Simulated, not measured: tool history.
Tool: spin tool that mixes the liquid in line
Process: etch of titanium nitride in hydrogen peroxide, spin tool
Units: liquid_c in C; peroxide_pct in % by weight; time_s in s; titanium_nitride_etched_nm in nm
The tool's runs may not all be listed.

run,hour,liquid_c,peroxide_pct,time_s,titanium_nitride_etched_nm
1,0,47,20,275,5.1837
2,2.1,51.5,20,275,7.2493
3,5.6,49.5,20,275,6.3533
4,13.4,48,20,275,5.5328
5,15.4,46.5,20,275,4.9607
6,17.2,46.5,20,295,5.3893
7,25.6,45.5,20,295,4.9732
8,30.4,44.5,20,295,4.6117

The next listed run, before its measurement:
9,37,43.5,20,295,?

{"run 9": {"titanium_nitride_etched_nm": 4.3542}}

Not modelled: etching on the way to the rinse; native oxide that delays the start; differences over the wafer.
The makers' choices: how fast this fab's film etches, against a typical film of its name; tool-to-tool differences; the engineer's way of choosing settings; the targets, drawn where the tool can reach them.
